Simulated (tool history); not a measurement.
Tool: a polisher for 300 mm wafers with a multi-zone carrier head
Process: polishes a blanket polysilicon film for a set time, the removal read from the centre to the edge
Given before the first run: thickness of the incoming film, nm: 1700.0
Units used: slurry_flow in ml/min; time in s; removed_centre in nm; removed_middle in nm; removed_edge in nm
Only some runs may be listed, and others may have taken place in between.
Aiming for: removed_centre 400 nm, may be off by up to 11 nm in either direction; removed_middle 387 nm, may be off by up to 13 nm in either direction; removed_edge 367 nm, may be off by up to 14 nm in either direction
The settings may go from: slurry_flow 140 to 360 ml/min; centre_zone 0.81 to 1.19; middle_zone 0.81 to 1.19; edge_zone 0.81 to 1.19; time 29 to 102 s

Run 1, hour 0: slurry_flow 230 ml/min, centre_zone 1, middle_zone 1, edge_zone 1, time 65 s. Result: removed_centre 501.95 nm, removed_middle 503.62 nm, removed_edge 489.73 nm.
Run 2, hour 5.1: slurry_flow 280 ml/min, centre_zone 1, middle_zone 1, edge_zone 1, time 65 s. Result: removed_centre 513.42 nm, removed_middle 516.03 nm, removed_edge 495.24 nm.
Run 3, hour 6.9: slurry_flow 280 ml/min, centre_zone 1, middle_zone 1.07, edge_zone 1, time 65 s. Result: removed_centre 508.07 nm, removed_middle 533.39 nm, removed_edge 507.77 nm.
Run 4, hour 14.9: slurry_flow 275 ml/min, centre_zone 0.99, middle_zone 1.04, edge_zone 0.99, time 63 s. Result: removed_centre 491.78 nm, removed_middle 511.89 nm, removed_edge 477.82 nm.
Run 5, hour 21: slurry_flow 270 ml/min, centre_zone 0.98, middle_zone 1.01, edge_zone 0.98, time 62 s. Result: removed_centre 477.86 nm, removed_middle 495.21 nm, removed_edge 463.45 nm.
Run 6, hour 23.6: slurry_flow 270 ml/min, centre_zone 0.98, middle_zone 1.01, edge_zone 0.94, time 62 s. Result: removed_centre 483.04 nm, removed_middle 491.87 nm, removed_edge 456.78 nm.
Run 7, hour 28.8: slurry_flow 265 ml/min, centre_zone 0.97, middle_zone 0.99, edge_zone 0.93, time 61 s. Result: removed_centre 461.33 nm, removed_middle 464.3 nm, removed_edge 457.09 nm.
Run 8, hour 37.6: slurry_flow 270 ml/min, centre_zone 0.98, middle_zone 0.99, edge_zone 0.93, time 59 s. Result: removed_centre 454.43 nm, removed_middle 458.55 nm, removed_edge 431.73 nm.
Run 9, hour 41.5: slurry_flow 270 ml/min, centre_zone 0.98, middle_zone 0.98, edge_zone 0.92, time 58 s. Result: removed_centre 448.66 nm, removed_middle 443.74 nm, removed_edge 421.7 nm.
Run 10, hour 45: slurry_flow 270 ml/min, centre_zone 0.98, middle_zone 0.98, edge_zone 0.91, time 57 s. Result: removed_centre 437.02 nm, removed_middle 441.65 nm, removed_edge 425.49 nm.
Run 11, hour 46.7: slurry_flow 275 ml/min, centre_zone 0.99, middle_zone 0.98, edge_zone 0.9, time 56 s. Result: removed_centre 436.36 nm, removed_middle 432.7 nm, removed_edge 410.16 nm.

Pick the move, out of 4, that brings all results within their allowed miss; only one does.
Run A, hour 48.4: slurry_flow 330 ml/min, centre_zone 1.09, middle_zone 1.19, edge_zone 0.81, time 55 s. Result: removed_centre ?, removed_middle ?, removed_edge ?.
Run B, hour 48.4: slurry_flow 350 ml/min, centre_zone 1.17, middle_zone 1.18, edge_zone 0.81, time 51 s. Result: removed_centre ?, removed_middle ?, removed_edge ?.
Run C, hour 48.4: slurry_flow 255 ml/min, centre_zone 1.03, middle_zone 1.04, edge_zone 0.91, time 61 s. Result: removed_centre ?, removed_middle ?, removed_edge ?.
Run D, hour 48.4: slurry_flow 230 ml/min, centre_zone 1.04, middle_zone 1, edge_zone 0.93, time 50 s. Result: removed_centre ?, removed_middle ?, removed_edge ?.

move  removed_centre  removed_middle  removed_edge
   A          479.79          495.09         398.5
   B          480.51          458.54        371.05
   C           487.2          486.39        452.51
   D          397.18          382.97         370.4
A: its largest miss is bigger than the last run's
B: its largest miss is bigger than the last run's
C: its largest miss is bigger than the last run's
D: meets every target
So the answer is move D, the one that meets all the targets.
